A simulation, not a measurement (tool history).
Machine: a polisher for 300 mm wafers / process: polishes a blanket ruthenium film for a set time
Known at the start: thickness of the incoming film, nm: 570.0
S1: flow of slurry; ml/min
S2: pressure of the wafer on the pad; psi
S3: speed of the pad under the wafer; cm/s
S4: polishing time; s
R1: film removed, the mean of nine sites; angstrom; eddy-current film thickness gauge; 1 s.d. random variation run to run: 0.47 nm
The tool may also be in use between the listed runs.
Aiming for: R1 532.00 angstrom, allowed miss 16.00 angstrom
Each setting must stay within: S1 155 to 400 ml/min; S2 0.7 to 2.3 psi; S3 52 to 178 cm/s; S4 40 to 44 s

{"run": 1, "day": 0.0, "S1": 255, "S2": 1.5, "S3": 114, "S4": 44, "R1": 348.02}
{"run": 2, "day": 0.046, "S1": 255, "S2": 1.6, "S3": 114, "S4": 44, "R1": 368.51}
{"run": 3, "day": 0.188, "S1": 255, "S2": 1.6, "S3": 102, "S4": 44, "R1": 329.6}
{"run": 4, "day": 0.542, "S1": 295, "S2": 1.6, "S3": 102, "S4": 44, "R1": 329.35}
{"run": 5, "day": 0.904, "S1": 295, "S2": 1.6, "S3": 90, "S4": 44, "R1": 295.3}
{"run": 6, "day": 1.138, "S1": 295, "S2": 1.8, "S3": 96, "S4": 44, "R1": 347.03}
{"run": 7, "day": 1.225, "S1": 295, "S2": 2.0, "S3": 102, "S4": 44, "R1": 402.17}
{"run": 8, "day": 1.262, "S1": 295, "S2": 2.0, "S3": 102, "S4": 44, "R1": 407.66}
{"run": 9, "day": 1.446, "S1": 295, "S2": 2.1, "S3": 106, "S4": 44, "R1": 439.74}
{"run": 10, "day": 1.721, "S1": 295, "S2": 2.2, "S3": 110, "S4": 44, "R1": 471.62}
{"run": 11, "day": 1.875, "S1": 295, "S2": 2.2, "S3": 112, "S4": 44, "R1": 481.41}
{"run": 12, "day": 2.079, "S1": 295, "S2": 2.2, "S3": 114, "S4": 44, "R1": 487.96}
{"day": 2.446, "done": "slurry nozzle cleaned"}
{"run": 13, "day": 2.446, "S1": 295, "S2": 2.2, "S3": 116, "S4": 44, "R1": 502.11}

Consider the 4 candidate settings below. Which is the only one whose results all fall within their allowed miss of target?
{"run": "A", "day": 2.812, "S1": 400, "S2": 2.3, "S3": 124, "S4": 44, "R1": "?"}
{"run": "B", "day": 2.812, "S1": 270, "S2": 2.3, "S3": 114, "S4": 42, "R1": "?"}
{"run": "C", "day": 2.812, "S1": 365, "S2": 2.3, "S3": 108, "S4": 44, "R1": "?"}
{"run": "D", "day": 2.812, "S1": 310, "S2": 2.2, "S3": 132, "S4": 41, "R1": "?"}

move=A R1=580.67
move=B R1=495.87
move=C R1=504.70
move=D R1=542.50
A: carries the result that was furthest off beyond its target, to the other side
B: misses by more than the last run did
C: an improvement on the last run, though not all results are within tolerance
D: all results in spec
The right move is D.
